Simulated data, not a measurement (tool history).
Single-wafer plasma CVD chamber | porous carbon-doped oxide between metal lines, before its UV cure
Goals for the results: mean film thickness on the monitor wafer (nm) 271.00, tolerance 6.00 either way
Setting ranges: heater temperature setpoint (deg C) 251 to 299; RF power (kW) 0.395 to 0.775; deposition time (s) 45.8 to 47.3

| run | hour | heater temperature setpoint (deg C) | RF power (kW) | deposition time (s) | mean film thickness on the monitor wafer (nm) |
|---|---|---|---|---|---|
| 1 | 0.0 | 275 | 0.585 | 45.8 | 326.01 |
| 2 | 2.9 | 275 | 0.585 | 47.3 | 335.11 |
| 3 | 5.8 | 281 | 0.565 | 47.2 | 315.63 |
| 4 | 11.7 | 285 | 0.550 | 47.1 | 299.99 |
| 5 | 15.7 | 289 | 0.545 | 47.1 | 291.95 |
| 6 | 19.2 | 291 | 0.540 | 47.1 | 284.95 |
| 7 | 21.8 | 293 | 0.540 | 47.1 | 282.48 |
| 8 | 29.4 | 294 | 0.535 | 47.1 | 278.72 |
| 9 | 35.5 | 295 | 0.535 | 47.1 | 277.59 |

Of the 4 settings listed for the next run, only one would bring every result within its allowed miss of target. Which one?
| A | 41.6 | 290 | 0.530 | 47.3 | ? |
| B | 41.6 | 280 | 0.475 | 47.3 | ? |
| C | 41.6 | 285 | 0.530 | 47.3 | ? |
| D | 41.6 | 296 | 0.575 | 45.8 | ? |

| move | mean film thickness on the monitor wafer (nm) |
|---|---|
| A | 284.40 |
| B | 271.51 |
| C | 292.25 |
| D | 286.36 |
A: the biggest miss grows against the last run
B: all results in spec
C: the biggest miss grows against the last run
D: the biggest miss grows against the last run
The move that meets every target is B.
